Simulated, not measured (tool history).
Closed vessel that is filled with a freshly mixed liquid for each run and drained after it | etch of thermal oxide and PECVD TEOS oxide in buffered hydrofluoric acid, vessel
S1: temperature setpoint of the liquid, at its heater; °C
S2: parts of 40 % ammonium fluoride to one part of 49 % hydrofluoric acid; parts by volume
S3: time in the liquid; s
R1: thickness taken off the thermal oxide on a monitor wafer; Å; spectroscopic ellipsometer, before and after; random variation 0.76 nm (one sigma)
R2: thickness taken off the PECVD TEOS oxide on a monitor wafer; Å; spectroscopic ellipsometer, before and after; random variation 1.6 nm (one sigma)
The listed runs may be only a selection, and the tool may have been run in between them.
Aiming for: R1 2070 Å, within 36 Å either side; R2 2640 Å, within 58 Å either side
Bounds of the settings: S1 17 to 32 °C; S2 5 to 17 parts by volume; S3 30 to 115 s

run 1 day=0 | S1=24 S2=10.5 S3=60 | R1=669.64 R2=859.28
run 2 day=0.358 | S1=24 S2=11.5 S3=60 | R1=610.53 R2=780.16
run 3 day=0.525 | S1=24 S2=13 S3=60 | R1=543.38 R2=695.35
run 4 day=0.675 | S1=26 S2=11 S3=65 | R1=774.32 R2=987.22
run 5 day=0.962 | S1=27.5 S2=9.5 S3=70 | R1=1013.3 R2=1302.1
run 6 day=1.312 | S1=28.5 S2=8.5 S3=70 | R1=1181.4 R2=1511.8
run 7 day=1.596 | S1=32 S2=5.5 S3=75 | R1=2304.5 R2=2958.9
run 8 day=1.954 | S1=31.5 S2=5.5 S3=75 | R1=2246.6 R2=2875.5
run 9 day=2.179 | S1=31 S2=5.5 S3=75 | R1=2194 R2=2796.4
run 10 day=2.271 | S1=30.5 S2=5.5 S3=75 | R1=2138.2 R2=2729.8

Which of these 5 next moves meets every target?
run A day=2.362 | S1=27 S2=5 S3=85 | R1=? R2=?
run B day=2.362 | S1=27 S2=6.5 S3=105 | R1=? R2=?
run C day=2.362 | S1=29 S2=5 S3=75 | R1=? R2=?
run D day=2.362 | S1=28.5 S2=5 S3=75 | R1=? R2=?
run E day=2.362 | S1=32 S2=6 S3=75 | R1=? R2=?

move=A R1=2182.6 R2=2772.3
move=B R1=2156.7 R2=2739.4
move=C R1=2140.9 R2=2719.4
move=D R1=2085.3 R2=2648.7
move=E R1=2146.3 R2=2726.2
A: misses by more than the last run did
B: misses by more than the last run did
C: no nearer and no further than the last run
D: all results land within tolerance of their targets
E: misses by more than the last run did
Correct choice: D, which meets every target

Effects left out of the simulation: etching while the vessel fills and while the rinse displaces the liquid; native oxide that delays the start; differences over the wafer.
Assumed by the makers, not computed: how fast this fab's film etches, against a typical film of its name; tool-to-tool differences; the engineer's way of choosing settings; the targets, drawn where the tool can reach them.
